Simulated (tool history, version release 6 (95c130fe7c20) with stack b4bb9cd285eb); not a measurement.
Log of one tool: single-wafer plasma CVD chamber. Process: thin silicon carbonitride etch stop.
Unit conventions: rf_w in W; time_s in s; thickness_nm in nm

| run | day | rf_w | time_s | thickness_nm |
|---|---|---|---|---|
| 1 | 0.000 | 225 | 26.5 | 15.553 |
| 2 | 0.250 | 235 | 26.6 | 15.808 |
| 3 | 0.471 | 235 | 23.3 | 13.759 |
| 4 | 0.592 | 260 | 23.3 | 14.019 |
| 5 | 0.646 | 260 | 24.9 | 15.063 |
| 6 | 1.008 | 260 | 21.6 | 12.999 |
| 7 | 1.050 | 295 | 25.8 | 15.898 |

Predict the results of run 8:
| 8 | 1.258 | 295 | 25.8 | ? |

{"run 8": {"thickness_nm": 16.095}}

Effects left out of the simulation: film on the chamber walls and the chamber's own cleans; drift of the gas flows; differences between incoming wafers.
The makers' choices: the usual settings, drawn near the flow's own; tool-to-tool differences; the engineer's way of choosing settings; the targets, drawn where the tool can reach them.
